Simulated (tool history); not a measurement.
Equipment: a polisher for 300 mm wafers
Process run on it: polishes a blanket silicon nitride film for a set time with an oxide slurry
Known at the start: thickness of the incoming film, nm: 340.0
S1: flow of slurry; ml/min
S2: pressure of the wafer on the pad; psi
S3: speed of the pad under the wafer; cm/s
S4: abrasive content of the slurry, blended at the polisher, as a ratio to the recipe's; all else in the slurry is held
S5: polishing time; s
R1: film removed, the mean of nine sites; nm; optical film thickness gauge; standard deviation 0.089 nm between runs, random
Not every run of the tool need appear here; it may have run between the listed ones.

run 1 hour=0.0 | S1=260 S2=4.8 S3=90 S4=1.0 S5=22 | R1=15.6860
run 2 hour=4.6 | S1=305 S2=4.8 S3=90 S4=1.0 S5=22 | R1=16.3470
run 3 hour=9.6 | S1=305 S2=4.8 S3=90 S4=1.2 S5=22 | R1=17.4170
run 4 hour=17.0 | S1=305 S2=4.8 S3=82 S4=1.2 S5=22 | R1=16.1680
run 5 hour=23.9 | S1=300 S2=4.3 S3=78 S4=1.2 S5=22 | R1=14.2950
run 6 hour=27.5 | S1=300 S2=4.3 S3=78 S4=1.0 S5=22 | R1=12.9050
run 7 hour=30.5 | S1=300 S2=3.9 S3=76 S4=1.0 S5=22 | R1=11.5050
run 8 hour=33.3 | S1=300 S2=3.6 S3=76 S4=1.0 S5=22 | R1=10.6560

The next listed run, before its measurement:
run 9 hour=37.5 | S1=300 S2=3.4 S3=76 S4=1.0 S5=22 | R1=?

{"run 9": {"R1": 9.9249}}
